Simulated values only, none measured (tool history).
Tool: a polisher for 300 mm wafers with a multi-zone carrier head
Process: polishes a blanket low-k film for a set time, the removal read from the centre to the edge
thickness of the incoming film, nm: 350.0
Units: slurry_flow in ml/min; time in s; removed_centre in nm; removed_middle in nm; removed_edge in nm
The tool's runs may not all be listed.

run    day  slurry_flow  centre_zone  middle_zone  edge_zone  slurry_solids  time  removed_centre  removed_middle  removed_edge
  1  0.000          310         1.00         1.00       1.00           1.00    53          33.513          34.760        34.765
  2  0.108          275         1.00         1.00       1.00           1.00    53          32.884          33.948        33.906
  3  0.425          295         0.99         1.02       1.00           1.00    53          33.169          34.303        34.130
  4  0.738          295         1.04         1.02       1.00           1.00    53          34.137          34.417        33.938
  5  0.954          295         1.04         1.02       1.00           1.00    45          28.894          29.216        28.812
  6  1.212          235         1.04         1.02       1.00           1.00    45          27.897          28.602        27.927
  7  1.283          260         1.02         1.05       1.00           1.05    45          29.207          30.376        29.238

Forecast run 8:
     1.442  -- slurry nozzle cleaned
  8  1.442          280         0.99         1.07       0.99           1.10    45               ?               ?             ?

removed_centre: 31.011 nm
removed_middle: 32.930 nm
removed_edge: 30.855 nm
